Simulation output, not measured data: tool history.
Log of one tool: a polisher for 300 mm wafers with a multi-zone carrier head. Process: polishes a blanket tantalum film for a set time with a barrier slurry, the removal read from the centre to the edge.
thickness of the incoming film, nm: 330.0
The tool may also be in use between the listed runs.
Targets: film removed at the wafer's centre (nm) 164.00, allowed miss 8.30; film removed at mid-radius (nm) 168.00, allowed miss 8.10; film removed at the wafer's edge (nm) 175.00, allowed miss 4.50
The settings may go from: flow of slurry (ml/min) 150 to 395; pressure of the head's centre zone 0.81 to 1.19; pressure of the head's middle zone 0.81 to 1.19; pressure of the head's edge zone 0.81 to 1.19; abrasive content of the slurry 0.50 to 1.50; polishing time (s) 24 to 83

run,hour,flow of slurry (ml/min),pressure of the head's centre zone,pressure of the head's middle zone,pressure of the head's edge zone,abrasive content of the slurry,polishing time (s),film removed at the wafer's centre (nm),film removed at mid-radius (nm),film removed at the wafer's edge (nm)
1,0.0,250,1.00,1.00,1.00,1.00,53,135.51,136.97,142.90
2,0.7,250,1.00,1.00,1.00,0.80,53,131.92,129.04,134.74
3,1.4,255,1.01,1.01,1.02,0.90,53,136.05,134.16,140.91
4,5.4,255,1.01,1.01,0.95,0.90,53,135.04,131.36,139.13
5,8.4,260,1.02,1.01,0.96,1.00,53,141.75,138.89,139.94
6,16.5,230,1.02,1.01,0.96,1.00,53,142.29,137.72,139.28
7,19.8,230,1.02,1.01,0.96,1.00,53,135.25,134.39,139.80
# hour 21.0: edge zone pressure recalibrated
8,21.0,235,1.02,1.00,0.98,1.10,53,143.21,140.00,139.11
9,22.7,245,1.01,1.00,0.99,1.10,55,146.41,142.40,145.72
10,28.8,260,1.03,1.10,1.09,1.35,56,157.36,167.26,162.37

5 next moves are on the table. One of them brings every result within its allowed miss. Which?
A,34.9,215,0.84,1.00,1.19,1.25,64,?,?,?
B,34.9,265,0.92,1.07,1.16,1.30,62,?,?,?
C,34.9,235,1.02,1.06,1.17,1.25,60,?,?,?
D,34.9,245,0.81,1.17,1.15,1.25,64,?,?,?
E,34.9,280,0.85,1.16,1.15,1.25,63,?,?,?

move,film removed at the wafer's centre (nm),film removed at mid-radius (nm),film removed at the wafer's edge (nm)
A,147.53,167.69,186.73
B,160.78,177.36,182.85
C,167.54,166.71,174.69
D,145.20,194.63,185.03
E,151.65,192.73,184.04
A: takes the result that was furthest off past its target
B: takes the result that was furthest off past its target
C: meets every target
D: takes the result that was furthest off past its target
E: takes the result that was furthest off past its target
Answer: C
